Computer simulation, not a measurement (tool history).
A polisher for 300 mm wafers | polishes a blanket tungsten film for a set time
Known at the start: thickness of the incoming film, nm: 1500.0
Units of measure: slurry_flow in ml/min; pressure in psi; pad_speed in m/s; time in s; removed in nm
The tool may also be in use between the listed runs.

run,day,slurry_flow,pressure,pad_speed,slurry_solids,time,removed
1,0.000,140,3.0,1.34,1.0,95,394.44
2,0.321,120,3.0,1.34,1.0,95,378.35
3,0.425,120,3.0,1.50,1.0,95,402.80
4,0.754,115,2.9,1.50,1.0,95,388.17
5,0.975,135,2.9,1.50,1.0,95,407.37
6,1.067,130,2.8,1.50,1.0,95,396.82
7,1.412,130,2.8,1.50,1.0,95,392.70
8,1.550,125,2.7,1.50,1.0,95,376.39
9,1.700,120,2.6,1.50,1.0,95,360.77

Predict the results of run 10:
10,1.862,115,2.5,1.50,1.0,95,?

{"run 10": {"removed": 344.77}}

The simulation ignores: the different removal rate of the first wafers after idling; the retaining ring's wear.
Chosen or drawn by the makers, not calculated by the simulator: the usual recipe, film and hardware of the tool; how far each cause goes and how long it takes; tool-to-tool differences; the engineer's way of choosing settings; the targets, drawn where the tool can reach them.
